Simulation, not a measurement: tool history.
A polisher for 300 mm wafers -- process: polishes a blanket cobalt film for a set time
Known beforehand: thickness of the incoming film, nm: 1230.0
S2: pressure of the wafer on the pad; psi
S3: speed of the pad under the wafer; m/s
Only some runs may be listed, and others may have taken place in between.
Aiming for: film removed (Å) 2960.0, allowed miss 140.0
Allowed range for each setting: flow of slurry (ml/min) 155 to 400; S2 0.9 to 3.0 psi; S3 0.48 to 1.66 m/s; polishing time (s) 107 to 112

{"run": 1, "hour": 0.0, "flow of slurry (ml/min)": 255, "S2": 1.9, "S3": 1.06, "polishing time (s)": 107, "film removed (Å)": 3928.7}
{"run": 2, "hour": 0.6, "flow of slurry (ml/min)": 255, "S2": 1.5, "S3": 1.06, "polishing time (s)": 107, "film removed (Å)": 3416.2}
{"run": 3, "hour": 6.3, "flow of slurry (ml/min)": 215, "S2": 1.5, "S3": 1.06, "polishing time (s)": 107, "film removed (Å)": 3306.5}
{"run": 4, "hour": 8.6, "flow of slurry (ml/min)": 215, "S2": 1.4, "S3": 1.06, "polishing time (s)": 107, "film removed (Å)": 3322.0}
{"run": 5, "hour": 16.4, "flow of slurry (ml/min)": 255, "S2": 1.4, "S3": 1.06, "polishing time (s)": 107, "film removed (Å)": 3262.5}
{"run": 6, "hour": 21.7, "flow of slurry (ml/min)": 310, "S2": 1.4, "S3": 1.06, "polishing time (s)": 107, "film removed (Å)": 3470.0}
{"hour": 24.6, "done": "worn pad replaced by a new one"}
{"run": 7, "hour": 24.6, "flow of slurry (ml/min)": 305, "S2": 1.3, "S3": 1.06, "polishing time (s)": 107, "film removed (Å)": 3569.6}
{"run": 8, "hour": 33.7, "flow of slurry (ml/min)": 285, "S2": 1.2, "S3": 1.06, "polishing time (s)": 107, "film removed (Å)": 3539.8}
{"run": 9, "hour": 38.4, "flow of slurry (ml/min)": 270, "S2": 1.1, "S3": 1.04, "polishing time (s)": 107, "film removed (Å)": 3319.6}

Which single option among these 5 for the next run brings every result within its allowed miss of target? Just one does.
{"run": "A", "hour": 43.1, "flow of slurry (ml/min)": 285, "S2": 1.0, "S3": 0.86, "polishing time (s)": 107, "film removed (Å)": "?"}
{"run": "B", "hour": 43.1, "flow of slurry (ml/min)": 355, "S2": 0.9, "S3": 0.92, "polishing time (s)": 107, "film removed (Å)": "?"}
{"run": "C", "hour": 43.1, "flow of slurry (ml/min)": 205, "S2": 0.9, "S3": 1.06, "polishing time (s)": 109, "film removed (Å)": "?"}
{"run": "D", "hour": 43.1, "flow of slurry (ml/min)": 255, "S2": 1.1, "S3": 1.0, "polishing time (s)": 112, "film removed (Å)": "?"}
{"run": "E", "hour": 43.1, "flow of slurry (ml/min)": 255, "S2": 1.0, "S3": 0.92, "polishing time (s)": 107, "film removed (Å)": "?"}

move=A film_removed_(Å)=2622.5
move=B film_removed_(Å)=2713.4
move=C film_removed_(Å)=2986.1
move=D film_removed_(Å)=3292.5
move=E film_removed_(Å)=2765.6
A: takes the biggest miss from the last run beyond its target
B: takes the biggest miss from the last run beyond its target
C: every result within its allowed miss
D: nearer than the last run, and not there yet
E: takes the biggest miss from the last run beyond its target
Answer: C
